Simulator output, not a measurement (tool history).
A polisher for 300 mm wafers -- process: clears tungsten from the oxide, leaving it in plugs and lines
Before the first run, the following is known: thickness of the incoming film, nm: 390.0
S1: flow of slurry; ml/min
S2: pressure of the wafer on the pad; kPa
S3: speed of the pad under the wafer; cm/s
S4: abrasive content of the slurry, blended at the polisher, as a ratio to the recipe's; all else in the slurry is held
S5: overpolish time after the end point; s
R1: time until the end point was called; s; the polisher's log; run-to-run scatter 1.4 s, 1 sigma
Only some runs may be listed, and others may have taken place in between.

run    day   S1    S2   S3   S4  S5      R1
  1      0  275  21.4  134    1  21  86.527
  2  0.171  275  21.4  134  0.8  21  93.228
  3  0.529  275  19.3  134  0.8  21  100.62
  4  0.792  275  17.9  134  0.8  21   108.4
  5  1.083  275  17.9  158  0.8  21  93.547
  6  1.375  275  15.9  158  0.8  21  105.51

Run 7 has not been measured yet. What should we expect?
  7  1.492  275  15.2  158  0.8  21   ?

R1: 106.65 s

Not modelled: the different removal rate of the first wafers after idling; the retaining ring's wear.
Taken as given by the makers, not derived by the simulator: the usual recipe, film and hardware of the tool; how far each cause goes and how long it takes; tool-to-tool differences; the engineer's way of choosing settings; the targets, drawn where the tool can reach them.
